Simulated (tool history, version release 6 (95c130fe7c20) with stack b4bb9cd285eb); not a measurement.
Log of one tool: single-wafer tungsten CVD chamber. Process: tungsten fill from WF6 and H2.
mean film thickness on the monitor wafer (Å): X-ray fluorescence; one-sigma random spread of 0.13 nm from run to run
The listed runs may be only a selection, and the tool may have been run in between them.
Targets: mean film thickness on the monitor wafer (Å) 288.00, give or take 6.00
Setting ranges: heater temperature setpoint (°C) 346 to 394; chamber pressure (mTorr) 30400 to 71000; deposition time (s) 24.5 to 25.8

run,hour,heater temperature setpoint (°C),chamber pressure (mTorr),deposition time (s),mean film thickness on the monitor wafer (Å)
1,0.0,370,50700,25.8,543.44
2,5.3,365,47700,25.7,467.94
3,6.6,372,47700,25.7,544.78
4,10.0,366,45900,25.6,468.11
5,14.8,366,52800,25.6,504.47
6,20.0,358,52800,25.6,419.18
7,24.4,355,50600,25.5,379.30
8,28.4,353,49200,25.4,351.98
9,33.1,353,49200,25.4,354.19

Exactly one of the 5 candidate moves below puts every result within its allowed miss. Which one?
A,37.8,358,51100,25.8,?
B,37.8,347,58200,24.5,?
C,37.8,356,51300,25.3,?
D,37.8,346,47600,25.2,?
E,37.8,360,50500,25.4,?

move,mean film thickness on the monitor wafer (Å)
A,412.02
B,322.11
C,386.07
D,288.38
E,422.32
A: lands further from the targets than the last run did
B: better than the last run, though not everything is in spec
C: lands further from the targets than the last run did
D: in spec on every target
E: lands further from the targets than the last run did
D is the move that brings every result within its allowed miss.
